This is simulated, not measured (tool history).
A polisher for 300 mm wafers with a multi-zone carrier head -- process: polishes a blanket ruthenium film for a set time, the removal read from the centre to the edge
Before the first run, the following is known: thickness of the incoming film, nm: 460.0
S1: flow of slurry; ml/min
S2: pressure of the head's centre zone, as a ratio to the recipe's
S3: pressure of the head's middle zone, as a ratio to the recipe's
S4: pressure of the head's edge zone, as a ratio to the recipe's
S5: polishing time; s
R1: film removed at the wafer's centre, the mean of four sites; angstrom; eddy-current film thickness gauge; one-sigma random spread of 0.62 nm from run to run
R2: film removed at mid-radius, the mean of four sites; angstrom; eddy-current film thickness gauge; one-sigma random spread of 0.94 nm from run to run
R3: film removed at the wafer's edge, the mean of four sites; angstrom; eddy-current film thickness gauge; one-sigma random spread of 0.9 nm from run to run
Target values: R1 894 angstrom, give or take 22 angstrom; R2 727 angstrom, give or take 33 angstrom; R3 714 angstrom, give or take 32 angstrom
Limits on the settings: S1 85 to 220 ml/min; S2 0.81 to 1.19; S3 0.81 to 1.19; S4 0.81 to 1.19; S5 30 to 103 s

run 1 hour=0 | S1=140 S2=1 S3=1 S4=1 S5=66 | R1=774.5 R2=762.06 R3=773.98
run 2 hour=6.3 | S1=140 S2=1 S3=1 S4=1 S5=82 | R1=958.35 R2=937.42 R3=935.72
run 3 hour=14 | S1=105 S2=1 S3=1 S4=1 S5=82 | R1=877.4 R2=861.86 R3=909.95
run 4 hour=15.3 | S1=105 S2=1 S3=1 S4=1 S5=73 | R1=787.9 R2=787.26 R3=787.94
run 5 hour=15.8 | S1=125 S2=1 S3=1 S4=1 S5=73 | R1=834.95 R2=815.82 R3=825.19
run 6 hour=24 | S1=125 S2=1.02 S3=0.99 S4=0.98 S5=72 | R1=828.05 R2=801.19 R3=820.4
run 7 hour=24.7 | S1=135 S2=1.05 S3=0.99 S4=0.97 S5=69 | R1=842.91 R2=781.2 R3=798.13
run 8 hour=27.2 | S1=140 S2=1.07 S3=0.99 S4=0.95 S5=67 | R1=842.39 R2=752.69 R3=762.58
run 9 hour=28.7 | S1=145 S2=1.08 S3=0.99 S4=0.94 S5=67 | R1=848.99 R2=765.44 R3=759.61
run 10 hour=30.5 | S1=145 S2=1.09 S3=0.98 S4=0.93 S5=67 | R1=862.73 R2=788.44 R3=756.55
run 11 hour=32 | S1=145 S2=1.1 S3=0.97 S4=0.93 S5=66 | R1=870.42 R2=735.65 R3=737.75
run 12 hour=34.2 | S1=145 S2=1.1 S3=0.97 S4=0.93 S5=66 | R1=861.16 R2=759.16 R3=742.14
run 13 hour=39.9 | S1=145 S2=1.11 S3=0.96 S4=0.93 S5=66 | R1=859.6 R2=738.78 R3=741.26

Which of these 4 next moves meets every target?
run A hour=45.6 | S1=120 S2=1.05 S3=0.9 S4=1.01 S5=68 | R1=? R2=? R3=?
run B hour=45.6 | S1=185 S2=1.16 S3=0.96 S4=0.89 S5=62 | R1=? R2=? R3=?
run C hour=45.6 | S1=155 S2=1.1 S3=0.9 S4=0.97 S5=66 | R1=? R2=? R3=?
run D hour=45.6 | S1=140 S2=1.06 S3=0.97 S4=1.02 S5=68 | R1=? R2=? R3=?

move=A R1=791.97 R2=684.21 R3=781.68
move=B R1=885.67 R2=720.94 R3=716.45
move=C R1=861.76 R2=704.49 R3=776.12
move=D R1=835.18 R2=756.35 R3=805.91
A: lands further from the targets than the last run did
B: hits every target within its allowed miss
C: lands further from the targets than the last run did
D: lands further from the targets than the last run did
Move B is the one to make.
